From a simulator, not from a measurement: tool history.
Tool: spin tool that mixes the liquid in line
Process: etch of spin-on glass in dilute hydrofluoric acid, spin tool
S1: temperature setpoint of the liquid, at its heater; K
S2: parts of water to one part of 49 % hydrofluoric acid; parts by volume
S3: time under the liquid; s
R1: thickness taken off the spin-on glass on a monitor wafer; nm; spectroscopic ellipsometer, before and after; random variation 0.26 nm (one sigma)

run,hour,S1,S2,S3,R1
1,0,298.15,110,225,99.634
2,7.6,294.65,110,225,86.091
3,14.7,294.65,110,225,85.327
4,22.1,294.15,110,225,84.504
5,23.7,293.65,110,225,82.856
6,32.1,293.15,110,225,80.43
7,39.5,292.65,110,225,79.556

The next listed run, before its measurement:
8,43.9,290.15,130,225,?

R1: 59.531 nm
